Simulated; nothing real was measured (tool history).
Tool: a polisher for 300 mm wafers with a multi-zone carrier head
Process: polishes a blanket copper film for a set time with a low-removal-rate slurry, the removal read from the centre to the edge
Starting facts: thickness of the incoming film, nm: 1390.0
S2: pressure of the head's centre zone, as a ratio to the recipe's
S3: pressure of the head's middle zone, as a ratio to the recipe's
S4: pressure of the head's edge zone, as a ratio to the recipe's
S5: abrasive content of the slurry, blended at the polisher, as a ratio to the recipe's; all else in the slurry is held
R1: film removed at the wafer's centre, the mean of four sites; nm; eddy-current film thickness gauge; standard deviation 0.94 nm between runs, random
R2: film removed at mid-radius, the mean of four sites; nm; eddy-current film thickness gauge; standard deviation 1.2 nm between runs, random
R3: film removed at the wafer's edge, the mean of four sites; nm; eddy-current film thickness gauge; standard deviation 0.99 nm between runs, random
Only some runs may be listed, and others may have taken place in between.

run 1 hour=0.0 | flow_of_slurry_(ml/min)=160 S2=1.00 S3=1.00 S4=1.00 S5=1.00 polishing_time_(s)=43 | R1=125.11 R2=123.43 R3=126.14
run 2 hour=0.8 | flow_of_slurry_(ml/min)=160 S2=1.00 S3=1.00 S4=1.00 S5=0.90 polishing_time_(s)=43 | R1=120.49 R2=122.06 R3=123.37
run 3 hour=6.1 | flow_of_slurry_(ml/min)=160 S2=1.00 S3=1.00 S4=1.00 S5=0.90 polishing_time_(s)=38 | R1=108.04 R2=108.67 R3=108.67
run 4 hour=14.3 | flow_of_slurry_(ml/min)=160 S2=1.00 S3=1.00 S4=1.00 S5=0.80 polishing_time_(s)=38 | R1=105.88 R2=105.47 R3=106.77
run 5 hour=20.2 | flow_of_slurry_(ml/min)=170 S2=0.98 S3=1.00 S4=1.05 S5=1.00 polishing_time_(s)=39 | R1=111.24 R2=114.55 R3=117.81
run 6 hour=28.0 | flow_of_slurry_(ml/min)=155 S2=0.98 S3=1.00 S4=1.05 S5=1.00 polishing_time_(s)=39 | R1=109.06 R2=112.19 R3=115.14
run 7 hour=32.3 | flow_of_slurry_(ml/min)=175 S2=0.97 S3=1.00 S4=1.09 S5=1.15 polishing_time_(s)=39 | R1=111.72 R2=117.65 R3=123.10
run 8 hour=35.6 | flow_of_slurry_(ml/min)=190 S2=0.98 S3=1.00 S4=1.12 S5=1.25 polishing_time_(s)=40 | R1=121.04 R2=122.90 R3=131.28
run 9 hour=43.2 | flow_of_slurry_(ml/min)=200 S2=0.97 S3=1.01 S4=1.14 S5=1.30 polishing_time_(s)=41 | R1=124.58 R2=129.73 R3=137.20

Predict the results of run 10:
run 10 hour=48.8 | flow_of_slurry_(ml/min)=205 S2=0.96 S3=1.01 S4=1.16 S5=1.35 polishing_time_(s)=41 | R1=? R2=? R3=?

{"run 10": {"R1": 124.8, "R2": 131.52, "R3": 140.04}}

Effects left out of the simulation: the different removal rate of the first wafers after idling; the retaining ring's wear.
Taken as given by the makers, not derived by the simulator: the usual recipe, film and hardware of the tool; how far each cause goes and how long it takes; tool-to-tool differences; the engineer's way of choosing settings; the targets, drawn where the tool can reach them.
